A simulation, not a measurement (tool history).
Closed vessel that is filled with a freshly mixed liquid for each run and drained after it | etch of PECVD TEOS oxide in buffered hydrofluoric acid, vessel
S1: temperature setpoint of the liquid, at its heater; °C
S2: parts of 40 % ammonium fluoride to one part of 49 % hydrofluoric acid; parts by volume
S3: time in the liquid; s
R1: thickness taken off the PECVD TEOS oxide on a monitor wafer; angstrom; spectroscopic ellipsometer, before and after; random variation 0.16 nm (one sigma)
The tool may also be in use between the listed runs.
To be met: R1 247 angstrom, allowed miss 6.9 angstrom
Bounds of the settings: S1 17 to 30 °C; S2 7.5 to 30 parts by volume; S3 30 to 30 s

run  hour    S1    S2  S3      R1
  1     0    22    21  30  354.19
  2   7.2  21.5  21.5  30   337.6
  3    14    21  21.5  30  327.77
  4  17.9    21  21.5  30  326.44
  5  22.4  20.5  21.5  30  319.21
  6  24.6  20.5    18  30  369.07
  7  30.9    20  18.5  30  352.19
  8  39.4  19.5    19  30  337.06
  9  47.3    19  19.5  30  316.59
 10  55.9    19    20  30  311.04
 11  59.8    19  20.5  30  302.21
 12  66.8    18  21.5  30  276.72
 13  73.9  17.5  22.5  30  262.79

4 next moves are on the table. One of them brings every result within its allowed miss. Which?
  A    81    17  21  30   ?
  B    81  18.5  27  30   ?
  C    81    17  20  30   ?
  D    81    21  25  30   ?

move      R1
   A  266.51
   B  243.99
   C  275.64
   D  296.27
A: further off than the last run
B: meets every target
C: further off than the last run
D: further off than the last run
The right move is B.

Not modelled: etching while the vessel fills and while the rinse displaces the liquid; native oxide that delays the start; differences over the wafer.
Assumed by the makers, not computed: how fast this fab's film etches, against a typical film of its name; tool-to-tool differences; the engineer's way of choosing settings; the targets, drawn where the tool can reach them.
